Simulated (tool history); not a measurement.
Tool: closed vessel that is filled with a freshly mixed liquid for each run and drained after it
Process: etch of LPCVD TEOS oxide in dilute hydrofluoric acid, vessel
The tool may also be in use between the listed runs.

run	day	temperature setpoint of the liquid (C)	parts of water to one part of 49 % hydrofluoric acid (parts by volume)	time in the liquid (s)	thickness taken off the LPCVD TEOS oxide on a monitor wafer (nm)
1	0.000	20.0	140	30	6.8800
2	0.338	21.0	135	30	7.3884
3	0.629	24.5	135	30	8.5462
4	0.846	24.5	135	30	8.5090
5	0.912	24.5	170	30	6.4918
6	1.183	24.5	170	30	6.5188
7	1.358	25.0	160	30	7.1085
8	1.479	28.0	105	30	12.8240

Run 9 has not been measured yet. What should we expect?
9	1.671	27.5	105	30	?

Run 9 gave thickness taken off the LPCVD TEOS oxide on a monitor wafer (nm) 12.7770.

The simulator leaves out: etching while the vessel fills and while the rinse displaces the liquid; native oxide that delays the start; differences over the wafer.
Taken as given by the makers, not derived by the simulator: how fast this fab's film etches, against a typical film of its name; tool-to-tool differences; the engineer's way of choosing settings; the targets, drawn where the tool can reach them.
